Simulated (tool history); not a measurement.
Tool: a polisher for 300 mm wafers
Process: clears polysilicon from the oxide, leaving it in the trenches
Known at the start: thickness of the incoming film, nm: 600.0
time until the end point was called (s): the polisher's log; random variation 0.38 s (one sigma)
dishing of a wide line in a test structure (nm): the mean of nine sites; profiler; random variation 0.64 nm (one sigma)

run,hour,flow of slurry (ml/min),pressure of the wafer on the pad (kPa),speed of the pad under the wafer (cm/s),overpolish time after the end point (s),time until the end point was called (s),dishing of a wide line in a test structure (nm)
1,0.0,215,19.3,124,14,29.511,61.580
2,2.7,215,21.4,124,14,27.646,62.980
3,3.5,215,21.4,94,14,35.591,61.184
4,10.0,215,21.4,112,14,30.632,62.105
5,17.6,215,20.0,112,12,32.674,62.249
6,26.2,215,23.4,112,12,28.475,62.644
7,27.0,215,21.4,112,14,30.612,61.646
8,31.9,215,20.0,112,16,32.249,62.597

Forecast run 9:
9,33.6,215,19.3,112,13,?,?

{"run 9": {"time until the end point was called (s)": 33.062, "dishing of a wide line in a test structure (nm)": 60.597}}
